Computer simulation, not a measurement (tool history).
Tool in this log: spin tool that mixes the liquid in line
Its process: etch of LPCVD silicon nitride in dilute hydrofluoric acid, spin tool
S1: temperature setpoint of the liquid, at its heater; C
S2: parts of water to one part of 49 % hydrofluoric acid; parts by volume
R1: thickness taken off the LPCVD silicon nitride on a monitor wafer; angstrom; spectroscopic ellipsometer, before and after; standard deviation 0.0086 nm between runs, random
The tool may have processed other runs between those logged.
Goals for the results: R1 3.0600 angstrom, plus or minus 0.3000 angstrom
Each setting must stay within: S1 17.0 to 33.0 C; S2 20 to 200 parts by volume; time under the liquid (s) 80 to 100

run 1 hour=0.0 | S1=25.0 S2=110 time_under_the_liquid_(s)=100 | R1=5.0092
run 2 hour=2.4 | S1=24.5 S2=110 time_under_the_liquid_(s)=100 | R1=4.8676
run 3 hour=9.9 | S1=24.5 S2=80 time_under_the_liquid_(s)=100 | R1=6.7645
run 4 hour=16.3 | S1=24.5 S2=110 time_under_the_liquid_(s)=100 | R1=4.8646
run 5 hour=21.1 | S1=24.0 S2=110 time_under_the_liquid_(s)=100 | R1=4.6246
run 6 hour=23.9 | S1=26.5 S2=110 time_under_the_liquid_(s)=100 | R1=5.6060
run 7 hour=31.5 | S1=26.0 S2=110 time_under_the_liquid_(s)=100 | R1=5.4909
run 8 hour=35.5 | S1=25.5 S2=110 time_under_the_liquid_(s)=100 | R1=5.0979
run 9 hour=42.1 | S1=25.0 S2=110 time_under_the_liquid_(s)=100 | R1=5.2155
run 10 hour=51.2 | S1=24.5 S2=110 time_under_the_liquid_(s)=100 | R1=4.7421
run 11 hour=55.8 | S1=24.0 S2=110 time_under_the_liquid_(s)=100 | R1=4.6572

Of the 5 settings listed for the next run, only one would bring every result within its allowed miss of target. Which one?
run A hour=60.4 | S1=21.5 S2=110 time_under_the_liquid_(s)=80 | R1=?
run B hour=60.4 | S1=24.5 S2=125 time_under_the_liquid_(s)=85 | R1=?
run C hour=60.4 | S1=22.0 S2=90 time_under_the_liquid_(s)=80 | R1=?
run D hour=60.4 | S1=26.0 S2=115 time_under_the_liquid_(s)=80 | R1=?
run E hour=60.4 | S1=24.5 S2=105 time_under_the_liquid_(s)=80 | R1=?

move=A R1=3.3198
move=B R1=3.7904
move=C R1=4.1798
move=D R1=4.2698
move=E R1=4.2393
A: all results land within tolerance of their targets
B: gains on the last run, yet a result remains outside its allowed miss
C: gains on the last run, yet a result remains outside its allowed miss
D: gains on the last run, yet a result remains outside its allowed miss
E: gains on the last run, yet a result remains outside its allowed miss
Move A is the one to make.
